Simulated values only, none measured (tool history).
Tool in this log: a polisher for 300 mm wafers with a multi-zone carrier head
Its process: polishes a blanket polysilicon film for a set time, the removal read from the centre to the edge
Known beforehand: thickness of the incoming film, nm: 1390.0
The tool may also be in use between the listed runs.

run    day  flow of slurry (ml/min)  pressure of the head's centre zone  pressure of the head's middle zone  pressure of the head's edge zone  polishing time (s)  film removed at the wafer's centre (angstrom)  film removed at mid-radius (angstrom)  film removed at the wafer's edge (angstrom)
  1  0.000                      170                                1.00                                1.00                              1.00                  55                                         4093.4                                 4067.5                                       3944.9
  2  0.042                      170                                1.00                                1.00                              1.08                  55                                         4003.6                                 4179.3                                       4134.4
  3  0.317                      170                                1.00                                1.00                              1.01                  55                                         3991.7                                 4044.0                                       3923.0
  4  0.438                      170                                1.00                                0.97                              1.01                  55                                         4073.3                                 4057.0                                       3999.4
  5  0.646                      170                                1.00                                1.03                              1.01                  55                                         4042.5                                 4135.8                                       4048.2
  6  0.954                      170                                1.00                                1.03                              0.97                  55                                         4000.8                                 4159.5                                       4010.3
  7  1.233                      170                                1.00                                1.03                              0.97                  55                                         4031.4                                 4150.4                                       3981.8
  8  1.454                      180                                1.01                                1.04                              0.95                  52                                         3880.3                                 4007.7                                       3649.7
  9  1.571                      180                                1.01                                1.03                              0.94                  50                                         3637.3                                 3857.6                                       3533.6
 10  1.938                      180                                1.03                                1.02                              0.93                  48                                         3726.5                                 3689.6                                       3344.7
 11  2.125                      185                                1.03                                1.01                              0.92                  47                                         3653.2                                 3546.3                                       3276.9
 12  2.425                      190                                1.03                                1.01                              0.91                  45                                         3444.9                                 3400.4                                       3121.7

Expected results for the next run?
 13  2.496                      190                                1.04                                1.01                              0.90                  44                                              ?                                      ?                                            ?

{"run 13": {"film removed at the wafer's centre (angstrom)": 3412.4, "film removed at mid-radius (angstrom)": 3319.0, "film removed at the wafer's edge (angstrom)": 3034.6}}
